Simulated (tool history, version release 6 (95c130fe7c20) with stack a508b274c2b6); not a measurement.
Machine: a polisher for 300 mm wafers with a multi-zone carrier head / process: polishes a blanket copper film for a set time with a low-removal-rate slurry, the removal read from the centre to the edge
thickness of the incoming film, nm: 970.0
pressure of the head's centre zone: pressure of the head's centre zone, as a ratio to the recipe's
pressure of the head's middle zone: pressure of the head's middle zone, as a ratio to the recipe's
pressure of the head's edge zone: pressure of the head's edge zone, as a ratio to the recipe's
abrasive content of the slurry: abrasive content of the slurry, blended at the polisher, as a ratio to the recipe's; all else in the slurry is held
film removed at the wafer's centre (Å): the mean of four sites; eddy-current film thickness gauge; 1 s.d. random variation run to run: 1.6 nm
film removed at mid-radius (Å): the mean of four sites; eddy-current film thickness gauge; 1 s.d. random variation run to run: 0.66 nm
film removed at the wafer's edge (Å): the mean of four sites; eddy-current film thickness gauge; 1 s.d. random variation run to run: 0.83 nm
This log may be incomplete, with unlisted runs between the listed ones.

run    day  flow of slurry (ml/min)  pressure of the head's centre zone  pressure of the head's middle zone  pressure of the head's edge zone  abrasive content of the slurry  polishing time (s)  film removed at the wafer's centre (Å)  film removed at mid-radius (Å)  film removed at the wafer's edge (Å)
  1      0                      175                                   1                                   1                                 1                               1                  45                                    1959                          1748.4                                1787.9
  2   0.05                      175                                   1                                   1                                 1                            1.15                  45                                  1994.4                          1808.4                                  1845
  3    0.1                      175                                   1                                   1                              0.93                            1.15                  45                                  2033.6                          1796.8                                1783.5
  4  0.121                      160                                0.98                                0.95                              0.95                               1                  43                                  1807.1                          1576.5                                1640.6
  5  0.379                      150                                0.98                                0.91                              0.98                             0.9                  41                                  1614.3                          1390.8                                1515.9
  6  0.533                      150                                0.98                                0.85                              0.98                             0.9                  41                                  1627.3                          1321.3                                1527.5
  7  0.692                      140                                0.98                                0.84                                 1                             0.8                  40                                  1542.8                          1222.6                                1429.8

For run 8, what comes out?
  8  0.929                      135                                0.97                                0.83                              1.02                            0.75                  40                                       ?                               ?                                     ?

Run 8 measured film removed at the wafer's centre (Å) 1468, film removed at mid-radius (Å) 1153.8, film removed at the wafer's edge (Å) 1415.1.

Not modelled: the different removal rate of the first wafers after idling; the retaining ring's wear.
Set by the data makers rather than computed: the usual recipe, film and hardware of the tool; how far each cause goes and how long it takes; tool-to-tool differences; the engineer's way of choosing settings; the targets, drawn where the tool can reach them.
